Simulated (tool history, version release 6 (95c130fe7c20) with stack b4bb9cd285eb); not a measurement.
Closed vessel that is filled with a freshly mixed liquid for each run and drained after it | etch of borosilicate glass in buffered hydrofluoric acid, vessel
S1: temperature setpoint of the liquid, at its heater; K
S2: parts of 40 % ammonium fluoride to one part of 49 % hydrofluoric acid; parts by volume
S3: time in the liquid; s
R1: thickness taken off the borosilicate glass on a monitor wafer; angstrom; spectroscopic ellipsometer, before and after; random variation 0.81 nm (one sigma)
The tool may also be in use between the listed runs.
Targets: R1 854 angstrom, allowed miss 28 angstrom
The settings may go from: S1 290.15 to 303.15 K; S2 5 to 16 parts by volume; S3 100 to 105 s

| run | day | S1 | S2 | S3 | R1 |
|---|---|---|---|---|---|
| 1 | 0 | 295.15 | 9.5 | 100 | 1230.4 |
| 2 | 0.05 | 294.15 | 10 | 100 | 1139.5 |
| 3 | 0.288 | 294.15 | 11.5 | 100 | 987.67 |
| 4 | 0.608 | 294.15 | 11.5 | 105 | 1052.6 |
| 5 | 0.712 | 293.15 | 11.5 | 105 | 992.11 |
| 6 | 0.783 | 292.65 | 11.5 | 105 | 953.39 |
| 7 | 1.096 | 292.65 | 11.5 | 105 | 934 |
| 8 | 1.304 | 292.15 | 11.5 | 105 | 922.62 |
| 9 | 1.6 | 291.65 | 11.5 | 105 | 901.37 |

4 next moves are on the table. One of them brings every result within its allowed miss. Which?
| A | 1.896 | 295.15 | 13 | 105 | ? |
| B | 1.896 | 291.15 | 9 | 100 | ? |
| C | 1.896 | 291.15 | 10.5 | 100 | ? |
| D | 1.896 | 290.15 | 10.5 | 100 | ? |

| move | R1 |
|---|---|
| A | 965.7 |
| B | 1025.1 |
| C | 912.38 |
| D | 863.05 |
A: further off than the last run
B: further off than the last run
C: further off than the last run
D: meets every target
Move D is the one to make.
